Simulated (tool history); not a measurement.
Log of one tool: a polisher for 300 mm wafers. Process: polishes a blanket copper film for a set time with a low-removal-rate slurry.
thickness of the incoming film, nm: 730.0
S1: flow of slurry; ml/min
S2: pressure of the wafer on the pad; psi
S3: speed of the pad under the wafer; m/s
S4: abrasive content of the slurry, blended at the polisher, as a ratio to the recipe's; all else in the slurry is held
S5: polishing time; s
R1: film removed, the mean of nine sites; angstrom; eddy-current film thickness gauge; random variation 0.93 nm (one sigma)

run  hour   S1   S2    S3  S4  S5      R1
  1     0  180  3.4  0.96   1  61  2233.3
  2   8.7  205  3.4  0.96   1  61  2236.5
  3  11.1  205  2.8  0.94   1  61  1863.7
  4  13.9  205  2.4  0.92   1  61  1562.9
  5  20.7  250  2.4  0.92   1  61    1587
  6  22.7  250  2.1  0.92   1  61  1408.4
  7  27.4  250    2  0.92   1  61  1342.4
  8  29.8  250    2  0.92   1  61  1358.9

The next listed run, before its measurement:
  9  34.2  250   2  0.92   1  61   ?

Run 9 gave R1 1347.5 angstrom.
